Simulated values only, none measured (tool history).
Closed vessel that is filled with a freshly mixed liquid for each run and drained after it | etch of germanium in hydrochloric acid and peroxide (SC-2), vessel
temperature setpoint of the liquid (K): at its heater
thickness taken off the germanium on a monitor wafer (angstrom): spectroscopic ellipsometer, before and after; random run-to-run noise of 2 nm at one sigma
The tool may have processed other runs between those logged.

run  hour  temperature setpoint of the liquid (K)  parts of water to one part each of 37 % hydrochloric acid and 30 % peroxide (parts by volume)  time in the liquid (s)  thickness taken off the germanium on a monitor wafer (angstrom)
  1     0                                  321.15                                                                                            5.5                      95                                                           1548.4
  2   6.7                                  323.65                                                                                            5.5                      95                                                           1722.4
  3  11.9                                  323.65                                                                                            4.5                      95                                                           1706.3
  4  13.1                                  323.65                                                                                            6.5                      95                                                           1728.9
  5  20.3                                  316.65                                                                                            6.5                      95                                                           1368.4
  6    26                                  320.65                                                                                            6.5                      95                                                             1554

Predict the results of run 7:
  7  31.2                                  323.15                                                                                            6.5                      95                                                                ?

For run 7 the tool returned thickness taken off the germanium on a monitor wafer (angstrom) 1667.3.
